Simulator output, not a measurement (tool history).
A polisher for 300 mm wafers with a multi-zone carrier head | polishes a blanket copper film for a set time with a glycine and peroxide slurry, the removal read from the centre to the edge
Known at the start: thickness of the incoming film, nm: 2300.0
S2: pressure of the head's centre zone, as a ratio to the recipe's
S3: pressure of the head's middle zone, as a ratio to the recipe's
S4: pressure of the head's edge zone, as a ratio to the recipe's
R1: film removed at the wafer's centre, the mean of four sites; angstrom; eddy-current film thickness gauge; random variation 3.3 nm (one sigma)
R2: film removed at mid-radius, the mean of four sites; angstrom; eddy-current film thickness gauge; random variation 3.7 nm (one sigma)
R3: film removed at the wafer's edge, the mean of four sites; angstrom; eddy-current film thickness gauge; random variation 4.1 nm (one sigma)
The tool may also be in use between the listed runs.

run 1 hour=0.0 | flow_of_slurry_(ml/min)=270 S2=1.00 S3=1.00 S4=1.00 polishing_time_(s)=68 | R1=5383.0 R2=5396.8 R3=5477.9
run 2 hour=8.4 | flow_of_slurry_(ml/min)=270 S2=1.00 S3=1.00 S4=1.00 polishing_time_(s)=79 | R1=6243.6 R2=6376.3 R3=6324.3
run 3 hour=13.1 | flow_of_slurry_(ml/min)=235 S2=1.00 S3=1.00 S4=1.00 polishing_time_(s)=79 | R1=6138.0 R2=6276.5 R3=6395.0
run 4 hour=20.5 | flow_of_slurry_(ml/min)=235 S2=1.00 S3=1.05 S4=1.00 polishing_time_(s)=79 | R1=6102.3 R2=6504.0 R3=6195.4
run 5 hour=25.6 | flow_of_slurry_(ml/min)=235 S2=1.05 S3=1.05 S4=1.00 polishing_time_(s)=79 | R1=6390.8 R2=6571.0 R3=6239.8
run 6 hour=31.2 | flow_of_slurry_(ml/min)=235 S2=0.97 S3=1.05 S4=1.00 polishing_time_(s)=79 | R1=5999.9 R2=6544.0 R3=6176.6
run 7 hour=36.6 | flow_of_slurry_(ml/min)=240 S2=0.96 S3=1.05 S4=0.99 polishing_time_(s)=75 | R1=5668.6 R2=6186.2 R3=5840.8

Forecast run 8:
run 8 hour=43.2 | flow_of_slurry_(ml/min)=245 S2=0.95 S3=1.05 S4=0.98 polishing_time_(s)=71 | R1=? R2=? R3=?

R1: 5300.2 angstrom
R2: 5868.7 angstrom
R3: 5628.9 angstrom
